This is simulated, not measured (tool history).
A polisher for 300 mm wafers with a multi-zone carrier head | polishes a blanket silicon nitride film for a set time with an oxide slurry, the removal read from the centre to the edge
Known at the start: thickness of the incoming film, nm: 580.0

| run | hour | flow of slurry (ml/min) | pressure of the head's centre zone | pressure of the head's middle zone | pressure of the head's edge zone | abrasive content of the slurry | polishing time (s) | film removed at the wafer's centre (angstrom) | film removed at mid-radius (angstrom) | film removed at the wafer's edge (angstrom) |
|---|---|---|---|---|---|---|---|---|---|---|
| 1 | 0.0 | 310 | 1.00 | 1.00 | 1.00 | 1.00 | 44 | 329.49 | 314.69 | 322.74 |
| 2 | 7.6 | 310 | 0.98 | 1.00 | 1.00 | 0.95 | 44 | 313.25 | 310.05 | 321.22 |
| 3 | 13.4 | 310 | 0.97 | 1.00 | 0.99 | 0.90 | 44 | 307.20 | 307.40 | 309.53 |
| 4 | 15.4 | 310 | 0.95 | 0.99 | 0.99 | 0.85 | 44 | 297.20 | 291.16 | 304.93 |
| 5 | 17.8 | 310 | 0.95 | 0.99 | 0.99 | 0.85 | 50 | 335.78 | 335.39 | 353.95 |
| 6 | 21.6 | 310 | 0.95 | 0.99 | 0.99 | 1.00 | 50 | 349.60 | 358.36 | 362.82 |
| 7 | 22.9 | 290 | 0.85 | 1.04 | 0.90 | 0.75 | 41 | 232.75 | 273.59 | 262.25 |

The next listed run, before its measurement:
| 8 | 27.3 | 290 | 0.85 | 1.04 | 0.90 | 0.75 | 41 | ? | ? | ? |

{"run 8": {"film removed at the wafer's centre (angstrom)": 227.44, "film removed at mid-radius (angstrom)": 272.6, "film removed at the wafer's edge (angstrom)": 256.36}}
